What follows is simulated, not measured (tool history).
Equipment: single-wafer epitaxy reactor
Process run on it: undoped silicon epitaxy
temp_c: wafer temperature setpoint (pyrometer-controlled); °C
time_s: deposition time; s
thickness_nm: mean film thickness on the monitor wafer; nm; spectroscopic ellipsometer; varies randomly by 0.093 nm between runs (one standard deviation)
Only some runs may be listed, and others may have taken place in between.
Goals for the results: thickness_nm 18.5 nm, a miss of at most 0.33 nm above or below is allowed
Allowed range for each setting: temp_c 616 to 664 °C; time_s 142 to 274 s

run	hour	temp_c	time_s	thickness_nm
1	0	640	208	24.668
2	5.6	633	208	21.499
3	11.4	637	208	23.25
4	12.9	637	197	22.106
# hour 17.4: pyrometer calibrated
5	17.4	637	213	25.346
6	21.8	627	213	20.75
7	27.5	625	213	19.904
8	28.4	624	213	19.442

Consider the 5 candidate settings below. Which is the only one whose results all fall within their allowed miss of target?
A	29.3	630	185	?
B	29.3	621	207	?
C	29.3	624	191	?
D	29.3	625	188	?
E	29.3	628	185	?

move	thickness_nm
A	19.189
B	17.909
C	17.561
D	17.638
E	18.436
A: moves toward the targets from the last run without getting all of them in spec
B: carries the result that was furthest off beyond its target, to the other side
C: carries the result that was furthest off beyond its target, to the other side
D: carries the result that was furthest off beyond its target, to the other side
E: each result inside its tolerance
Correct choice: E, which meets every target
